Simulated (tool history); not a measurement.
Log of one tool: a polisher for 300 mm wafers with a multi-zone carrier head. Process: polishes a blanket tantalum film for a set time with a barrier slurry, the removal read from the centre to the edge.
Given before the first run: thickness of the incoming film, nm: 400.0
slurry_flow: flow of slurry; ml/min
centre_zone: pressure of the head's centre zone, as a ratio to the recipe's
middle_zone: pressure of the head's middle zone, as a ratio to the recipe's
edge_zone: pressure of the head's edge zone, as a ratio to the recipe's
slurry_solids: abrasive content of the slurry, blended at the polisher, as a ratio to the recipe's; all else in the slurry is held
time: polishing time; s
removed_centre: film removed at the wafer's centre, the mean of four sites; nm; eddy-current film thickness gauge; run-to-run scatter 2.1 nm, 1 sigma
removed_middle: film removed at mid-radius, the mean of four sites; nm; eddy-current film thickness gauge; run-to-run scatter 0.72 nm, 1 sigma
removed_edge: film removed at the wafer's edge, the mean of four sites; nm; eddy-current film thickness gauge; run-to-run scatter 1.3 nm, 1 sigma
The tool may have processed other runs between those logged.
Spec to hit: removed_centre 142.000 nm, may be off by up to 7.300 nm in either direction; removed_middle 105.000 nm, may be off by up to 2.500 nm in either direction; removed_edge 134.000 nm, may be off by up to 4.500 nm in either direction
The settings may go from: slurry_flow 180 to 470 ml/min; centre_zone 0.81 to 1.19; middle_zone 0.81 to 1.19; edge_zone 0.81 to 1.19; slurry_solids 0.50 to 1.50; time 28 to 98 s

Run 1, hour 0.0: slurry_flow 300 ml/min, centre_zone 1.00, middle_zone 1.00, edge_zone 1.00, slurry_solids 1.00, time 63 s. Result: removed_centre 88.840 nm, removed_middle 85.760 nm, removed_edge 86.422 nm.
Run 2, hour 3.4: slurry_flow 300 ml/min, centre_zone 1.00, middle_zone 1.08, edge_zone 1.00, slurry_solids 1.00, time 63 s. Result: removed_centre 89.449 nm, removed_middle 92.909 nm, removed_edge 85.189 nm.
Run 3, hour 8.8: slurry_flow 305 ml/min, centre_zone 1.04, middle_zone 1.01, edge_zone 1.05, slurry_solids 1.15, time 67 s. Result: removed_centre 100.220 nm, removed_middle 94.646 nm, removed_edge 97.769 nm.
Run 4, hour 16.9: slurry_flow 315 ml/min, centre_zone 1.09, middle_zone 0.97, edge_zone 1.08, slurry_solids 1.25, time 70 s. Result: removed_centre 115.050 nm, removed_middle 98.759 nm, removed_edge 105.380 nm.
Run 5, hour 18.2: slurry_flow 315 ml/min, centre_zone 1.10, middle_zone 0.93, edge_zone 1.11, slurry_solids 1.35, time 73 s. Result: removed_centre 123.490 nm, removed_middle 100.770 nm, removed_edge 114.840 nm.
Run 6, hour 25.2: slurry_flow 350 ml/min, centre_zone 1.10, middle_zone 0.93, edge_zone 1.11, slurry_solids 1.35, time 73 s. Result: removed_centre 124.270 nm, removed_middle 101.470 nm, removed_edge 114.630 nm.
Run 7, hour 29.4: slurry_flow 350 ml/min, centre_zone 1.10, middle_zone 0.93, edge_zone 1.11, slurry_solids 1.35, time 73 s. Result: removed_centre 124.280 nm, removed_middle 100.880 nm, removed_edge 113.640 nm.
Run 8, hour 32.3: slurry_flow 360 ml/min, centre_zone 1.11, middle_zone 0.83, edge_zone 1.19, slurry_solids 1.50, time 79 s. Result: removed_centre 140.510 nm, removed_middle 101.750 nm, removed_edge 132.700 nm.

Next run, 5 choices. One meets every target within its allowed miss, the rest don't. Which?
Run A, hour 35.2: slurry_flow 380 ml/min, centre_zone 1.10, middle_zone 0.81, edge_zone 1.15, slurry_solids 1.45, time 79 s. Result: removed_centre ?, removed_middle ?, removed_edge ?.
Run B, hour 35.2: slurry_flow 360 ml/min, centre_zone 1.15, middle_zone 0.86, edge_zone 1.13, slurry_solids 1.45, time 78 s. Result: removed_centre ?, removed_middle ?, removed_edge ?.
Run C, hour 35.2: slurry_flow 395 ml/min, centre_zone 1.17, middle_zone 0.83, edge_zone 1.11, slurry_solids 1.50, time 76 s. Result: removed_centre ?, removed_middle ?, removed_edge ?.
Run D, hour 35.2: slurry_flow 410 ml/min, centre_zone 1.19, middle_zone 0.81, edge_zone 1.14, slurry_solids 1.50, time 77 s. Result: removed_centre ?, removed_middle ?, removed_edge ?.
Run E, hour 35.2: slurry_flow 370 ml/min, centre_zone 1.14, middle_zone 0.85, edge_zone 1.19, slurry_solids 1.50, time 79 s. Result: removed_centre ?, removed_middle ?, removed_edge ?.

move  removed_centre  removed_middle  removed_edge
   A         130.130         100.950       129.270
   B         133.740         104.180       125.960
   C         134.550          99.988       123.180
   D         139.080          99.576       126.830
   E         135.480         105.430       132.150
A: its largest miss is bigger than the last run's
B: the furthest-off result lands on target, but another misses its tolerance
C: its largest miss is bigger than the last run's
D: its largest miss is bigger than the last run's
E: hits every target within its allowed miss
E is the move that brings every result within its allowed miss.
